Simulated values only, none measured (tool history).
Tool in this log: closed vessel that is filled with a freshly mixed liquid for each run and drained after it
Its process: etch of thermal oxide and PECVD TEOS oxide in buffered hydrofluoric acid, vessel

| run | hour | temperature setpoint of the liquid (C) | parts of 40 % ammonium fluoride to one part of 49 % hydrofluoric acid (parts by volume) | time in the liquid (s) | thickness taken off the thermal oxide on a monitor wafer (nm) | thickness taken off the PECVD TEOS oxide on a monitor wafer (nm) |
|---|---|---|---|---|---|---|
| 1 | 0 | 21 | 7 | 60 | 77.131 | 164.25 |
| 2 | 8.7 | 21.5 | 7 | 60 | 78.181 | 168.48 |
| 3 | 16.5 | 21.5 | 7 | 75 | 99.23 | 211.74 |
| 4 | 23.7 | 23.5 | 7 | 75 | 108.13 | 232.79 |
| 5 | 31.1 | 22.5 | 7 | 75 | 104.36 | 221.97 |
| 6 | 38 | 25 | 7 | 75 | 118.77 | 260.63 |
| 7 | 38.9 | 24 | 7 | 75 | 112.96 | 245.87 |
| 8 | 42.7 | 23 | 7 | 75 | 106.43 | 230.16 |

For run 9, what comes out?
| 9 | 48.4 | 23 | 7 | 75 | ? | ? |

thickness taken off the thermal oxide on a monitor wafer (nm): 107.03
thickness taken off the PECVD TEOS oxide on a monitor wafer (nm): 229.06
